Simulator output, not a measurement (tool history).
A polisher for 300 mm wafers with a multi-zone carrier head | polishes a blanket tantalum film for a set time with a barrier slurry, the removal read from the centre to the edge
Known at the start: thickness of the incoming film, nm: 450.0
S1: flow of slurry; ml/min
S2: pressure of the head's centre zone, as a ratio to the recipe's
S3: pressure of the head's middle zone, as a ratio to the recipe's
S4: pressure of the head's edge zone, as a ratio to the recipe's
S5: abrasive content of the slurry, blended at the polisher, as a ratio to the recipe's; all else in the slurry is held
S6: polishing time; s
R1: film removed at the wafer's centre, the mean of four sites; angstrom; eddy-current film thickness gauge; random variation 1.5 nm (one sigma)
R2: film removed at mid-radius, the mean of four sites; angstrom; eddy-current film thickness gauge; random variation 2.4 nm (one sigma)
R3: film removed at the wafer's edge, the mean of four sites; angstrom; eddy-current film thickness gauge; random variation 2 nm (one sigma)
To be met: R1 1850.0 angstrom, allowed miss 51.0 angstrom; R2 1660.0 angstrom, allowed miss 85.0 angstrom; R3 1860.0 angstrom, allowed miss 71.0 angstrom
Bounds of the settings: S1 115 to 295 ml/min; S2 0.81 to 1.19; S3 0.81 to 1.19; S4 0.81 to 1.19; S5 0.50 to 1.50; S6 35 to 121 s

{"run": 1, "hour": 0.0, "S1": 190, "S2": 1.0, "S3": 1.0, "S4": 1.0, "S5": 1.0, "S6": 78, "R1": 1585.1, "R2": 1545.8, "R3": 1552.1}
{"run": 2, "hour": 5.2, "S1": 160, "S2": 1.0, "S3": 1.0, "S4": 1.0, "S5": 1.0, "S6": 78, "R1": 1534.5, "R2": 1526.4, "R3": 1576.0}
{"run": 3, "hour": 11.6, "S1": 160, "S2": 1.0, "S3": 0.93, "S4": 1.0, "S5": 1.0, "S6": 78, "R1": 1560.3, "R2": 1419.8, "R3": 1538.8}
{"run": 4, "hour": 19.6, "S1": 140, "S2": 1.0, "S3": 0.93, "S4": 1.0, "S5": 1.0, "S6": 78, "R1": 1516.1, "R2": 1412.0, "R3": 1488.3}
{"run": 5, "hour": 24.6, "S1": 150, "S2": 1.01, "S3": 0.94, "S4": 1.02, "S5": 1.0, "S6": 78, "R1": 1566.7, "R2": 1451.8, "R3": 1535.1}
{"run": 6, "hour": 28.2, "S1": 150, "S2": 1.01, "S3": 0.94, "S4": 1.02, "S5": 1.15, "S6": 78, "R1": 1610.0, "R2": 1472.3, "R3": 1594.0}
{"run": 7, "hour": 34.1, "S1": 160, "S2": 1.01, "S3": 0.95, "S4": 1.04, "S5": 1.15, "S6": 78, "R1": 1615.0, "R2": 1496.9, "R3": 1626.1}
{"run": 8, "hour": 35.4, "S1": 165, "S2": 1.02, "S3": 0.96, "S4": 1.05, "S5": 1.15, "S6": 78, "R1": 1638.4, "R2": 1548.1, "R3": 1614.9}

4 next moves are on the table. One of them brings every result within its allowed miss. Which?
{"run": "A", "hour": 36.7, "S1": 145, "S2": 0.87, "S3": 1.05, "S4": 1.16, "S5": 1.0, "S6": 86, "R1": "?", "R2": "?", "R3": "?"}
{"run": "B", "hour": 36.7, "S1": 180, "S2": 1.14, "S3": 0.97, "S4": 1.05, "S5": 1.2, "S6": 71, "R1": "?", "R2": "?", "R3": "?"}
{"run": "C", "hour": 36.7, "S1": 145, "S2": 1.13, "S3": 1.16, "S4": 0.99, "S5": 1.05, "S6": 64, "R1": "?", "R2": "?", "R3": "?"}
{"run": "D", "hour": 36.7, "S1": 160, "S2": 1.04, "S3": 0.95, "S4": 1.14, "S5": 1.0, "S6": 89, "R1": "?", "R2": "?", "R3": "?"}

move=A R1=1477.1 R2=1664.8 R3=1808.8
move=B R1=1704.9 R2=1363.5 R3=1512.2
move=C R1=1446.0 R2=1361.2 R3=1270.6
move=D R1=1851.6 R2=1599.5 R3=1875.3
A: further off than the last run
B: further off than the last run
C: further off than the last run
D: meets every target
Answer: D
